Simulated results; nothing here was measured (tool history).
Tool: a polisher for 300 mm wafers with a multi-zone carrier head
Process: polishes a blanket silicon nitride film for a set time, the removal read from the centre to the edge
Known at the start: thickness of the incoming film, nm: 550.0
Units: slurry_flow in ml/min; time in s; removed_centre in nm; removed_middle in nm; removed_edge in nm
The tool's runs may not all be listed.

run,hour,slurry_flow,centre_zone,middle_zone,edge_zone,time,removed_centre,removed_middle,removed_edge
1,0,150,1,1,1,33,79.899,80.992,78.127
2,8.5,165,0.96,1.03,1.04,33,77.705,84.037,79.016
3,15.6,175,0.93,1.05,1.08,34,78.917,88.913,84.382
4,20.3,175,0.93,1.05,1.08,27,62.801,70.412,69.058
5,27.4,180,0.92,1.08,1.11,29,66.446,77.775,74.551
6,35.6,190,0.92,1.1,1.14,30,70.196,82.63,80.627
7,39.5,200,0.92,1.13,1.14,30,70.184,85.29,79.482

Run 8 comes next. What will it give?
8,44.7,205,0.92,1.14,1.16,31,?,?,?

removed_centre: 73.86 nm
removed_middle: 89.507 nm
removed_edge: 82.411 nm
